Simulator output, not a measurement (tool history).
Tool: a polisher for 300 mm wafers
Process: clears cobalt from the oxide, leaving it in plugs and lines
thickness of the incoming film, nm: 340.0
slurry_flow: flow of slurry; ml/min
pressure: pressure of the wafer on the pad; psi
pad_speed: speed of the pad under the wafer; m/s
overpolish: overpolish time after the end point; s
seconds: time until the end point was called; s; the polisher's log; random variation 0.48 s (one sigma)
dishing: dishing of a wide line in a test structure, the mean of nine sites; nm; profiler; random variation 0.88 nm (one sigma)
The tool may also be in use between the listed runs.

run  hour  slurry_flow  pressure  pad_speed  overpolish  seconds  dishing
  1   0.0          140       1.3       1.18          26   85.185   61.680
  2   7.4          140       1.3       1.18          22   84.426   56.092
  3  10.9          140       1.3       1.18          29   85.569   65.866
  4  12.9          140       1.6       1.18          29   74.254   71.610
  5  13.6          140       1.6       1.04          29   82.992   65.853
  6  22.0          145       1.7       1.06          27   77.234   64.440
  7  27.0          150       1.8       1.10          25   69.119   66.647
  8  33.1          155       1.8       1.12          23   69.634   64.677
     42.0  -- slurry nozzle cleaned
  9  42.0          155       1.8       1.14          21   64.225   63.847
 10  48.4          160       1.8       1.14          20   63.378   62.262
 11  54.8          195       2.0       1.14          14   57.791   54.635

Run 12 comes next. What will it give?
 12  57.5          195       2.0       1.16          14        ?        ?

{"run 12": {"seconds": 56.496, "dishing": 52.428}}

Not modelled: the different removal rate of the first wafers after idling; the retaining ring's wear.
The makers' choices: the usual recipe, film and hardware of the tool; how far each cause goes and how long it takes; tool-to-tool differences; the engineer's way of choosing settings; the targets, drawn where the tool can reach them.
